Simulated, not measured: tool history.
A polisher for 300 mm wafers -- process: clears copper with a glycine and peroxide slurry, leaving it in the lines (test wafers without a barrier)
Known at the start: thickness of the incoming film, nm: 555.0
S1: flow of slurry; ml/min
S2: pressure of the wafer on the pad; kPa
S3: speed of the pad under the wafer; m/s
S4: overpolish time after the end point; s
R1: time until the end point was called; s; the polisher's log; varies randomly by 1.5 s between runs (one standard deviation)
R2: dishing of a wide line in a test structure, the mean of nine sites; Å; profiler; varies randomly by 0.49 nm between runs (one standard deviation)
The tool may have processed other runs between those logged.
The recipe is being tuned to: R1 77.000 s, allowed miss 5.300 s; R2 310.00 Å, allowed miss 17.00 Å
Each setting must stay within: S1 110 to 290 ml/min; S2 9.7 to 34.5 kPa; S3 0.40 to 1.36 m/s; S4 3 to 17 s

| run | day | S1 | S2 | S3 | S4 | R1 | R2 |
|---|---|---|---|---|---|---|---|
| 1 | 0.000 | 185 | 22.1 | 0.88 | 9 | 102.730 | 257.20 |
| 2 | 0.312 | 185 | 22.1 | 0.66 | 9 | 122.890 | 224.79 |
| 3 | 0.538 | 215 | 22.1 | 0.66 | 9 | 118.400 | 234.44 |
| 4 | 0.700 | 215 | 22.1 | 0.66 | 12 | 122.530 | 277.38 |
| 5 | 1.000 | 185 | 22.1 | 0.66 | 12 | 131.030 | 267.88 |
| 6 | 1.117 | 200 | 24.8 | 0.68 | 11 | 114.160 | 273.55 |
| 7 | 1.317 | 210 | 27.6 | 0.70 | 10 | 100.160 | 270.87 |
| 8 | 1.379 | 215 | 29.6 | 0.72 | 10 | 100.860 | 270.58 |

5 next moves are on the table. One of them brings every result within its allowed miss. Which?
| A | 1.442 | 200 | 24.8 | 0.48 | 16 | ? | ? |
| B | 1.442 | 215 | 32.4 | 0.70 | 12 | ? | ? |
| C | 1.442 | 185 | 34.5 | 0.86 | 10 | ? | ? |
| D | 1.442 | 225 | 34.5 | 1.08 | 13 | ? | ? |
| E | 1.442 | 225 | 31.7 | 1.12 | 9 | ? | ? |

| move | R1 | R2 |
|---|---|---|
| A | 139.090 | 312.32 |
| B | 91.981 | 319.19 |
| C | 77.819 | 312.15 |
| D | 63.744 | 363.69 |
| E | 65.736 | 317.25 |
A: moves away from the targets compared with the last run
B: gains on the last run, yet a result remains outside its allowed miss
C: every result lands within tolerance
D: takes the biggest miss from the last run beyond its target
E: takes the biggest miss from the last run beyond its target
Move C is the one to make.

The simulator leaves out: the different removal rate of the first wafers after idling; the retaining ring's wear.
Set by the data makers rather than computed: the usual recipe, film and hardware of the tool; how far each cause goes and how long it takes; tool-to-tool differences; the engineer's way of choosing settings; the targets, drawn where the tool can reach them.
